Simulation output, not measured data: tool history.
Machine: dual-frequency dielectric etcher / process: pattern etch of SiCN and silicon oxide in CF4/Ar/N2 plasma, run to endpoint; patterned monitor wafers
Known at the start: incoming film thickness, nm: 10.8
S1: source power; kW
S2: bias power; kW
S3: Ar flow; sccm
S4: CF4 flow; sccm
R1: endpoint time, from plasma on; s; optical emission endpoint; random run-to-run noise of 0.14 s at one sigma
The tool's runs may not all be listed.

Run 1, hour 0: S1 0.47 kW, S2 0.071 kW, S3 125 sccm, S4 65 sccm. Result: R1 12.571 s.
Run 2, hour 4.1: S1 0.43 kW, S2 0.068 kW, S3 127 sccm, S4 64 sccm. Result: R1 13.803 s.
Run 3, hour 12.8: S1 0.43 kW, S2 0.068 kW, S3 119 sccm, S4 64 sccm. Result: R1 13.505 s.
Run 4, hour 17.1: S1 0.43 kW, S2 0.068 kW, S3 99 sccm, S4 64 sccm. Result: R1 13.213 s.
Run 5, hour 21.4: S1 0.43 kW, S2 0.075 kW, S3 99 sccm, S4 64 sccm. Result: R1 12.905 s.
Run 6, hour 29.7: S1 0.39 kW, S2 0.071 kW, S3 104 sccm, S4 62 sccm. Result: R1 14.684 s.
Run 7, hour 33.3: S1 0.36 kW, S2 0.07 kW, S3 104 sccm, S4 62 sccm. Result: R1 15.786 s.

Run 8 has not been measured yet. What should we expect?
Run 8, hour 42.1: S1 0.34 kW, S2 0.07 kW, S3 104 sccm, S4 62 sccm. Result: R1 ?.

R1: 16.794 s
